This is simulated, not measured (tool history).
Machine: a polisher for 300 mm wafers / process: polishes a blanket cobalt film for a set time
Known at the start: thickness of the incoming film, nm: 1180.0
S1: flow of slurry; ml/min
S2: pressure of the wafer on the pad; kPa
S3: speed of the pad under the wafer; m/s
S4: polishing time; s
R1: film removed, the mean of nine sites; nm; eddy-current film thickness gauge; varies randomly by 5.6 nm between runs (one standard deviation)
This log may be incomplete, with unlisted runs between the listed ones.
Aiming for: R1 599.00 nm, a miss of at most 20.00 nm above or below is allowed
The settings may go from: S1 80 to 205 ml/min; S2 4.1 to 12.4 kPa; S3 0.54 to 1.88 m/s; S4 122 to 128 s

run  hour   S1   S2    S3   S4      R1
  1   0.0  135  8.3  1.20  122  472.72
  2   0.6  135  6.9  1.20  122  393.21
  3   1.8  140  7.6  1.20  122  437.37
  4   2.5  125  7.6  1.20  122  426.26
  5  11.1  130  8.3  1.20  122  473.09
  6  13.6  135  9.0  1.20  122  514.24
  7  15.8  140  9.0  1.20  122  517.07
  8  19.8  145  9.7  1.20  122  555.13

Of the 5 settings listed for the next run, only one would bring every result within its allowed miss of target. Which one?
  A  23.8  160   8.3  1.30  122   ?
  B  23.8  155   9.7  1.04  128   ?
  C  23.8  130   9.7  1.12  122   ?
  D  23.8  110  11.0  1.18  124   ?
  E  23.8  140   8.3  1.20  128   ?

move      R1
   A  526.00
   B  513.77
   C  509.85
   D  599.94
   E  499.14
A: misses by more than the last run did
B: misses by more than the last run did
C: misses by more than the last run did
D: in spec on every target
E: misses by more than the last run did
The right move is D.
